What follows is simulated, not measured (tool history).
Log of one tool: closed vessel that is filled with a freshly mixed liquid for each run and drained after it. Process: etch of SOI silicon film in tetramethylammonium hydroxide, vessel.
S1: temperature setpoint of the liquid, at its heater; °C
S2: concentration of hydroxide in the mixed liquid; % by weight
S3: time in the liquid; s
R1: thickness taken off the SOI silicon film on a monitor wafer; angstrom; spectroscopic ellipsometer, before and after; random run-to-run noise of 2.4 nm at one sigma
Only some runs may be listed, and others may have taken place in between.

run  hour    S1    S2  S3      R1
  1     0    61  13.5  90  3474.2
  2   8.5    63  13.5  90  3930.9
  3  13.5    63  13.5  95  4184.3
  4  20.3    63    16  95  3826.5
  5  23.7  66.5    16  95  4745.8
  6  30.6  66.5    16  90  4510.6

The next listed run, before its measurement:
  7  36.6  67  16  90   ?

Run 7 produced R1 4624.5 angstrom.

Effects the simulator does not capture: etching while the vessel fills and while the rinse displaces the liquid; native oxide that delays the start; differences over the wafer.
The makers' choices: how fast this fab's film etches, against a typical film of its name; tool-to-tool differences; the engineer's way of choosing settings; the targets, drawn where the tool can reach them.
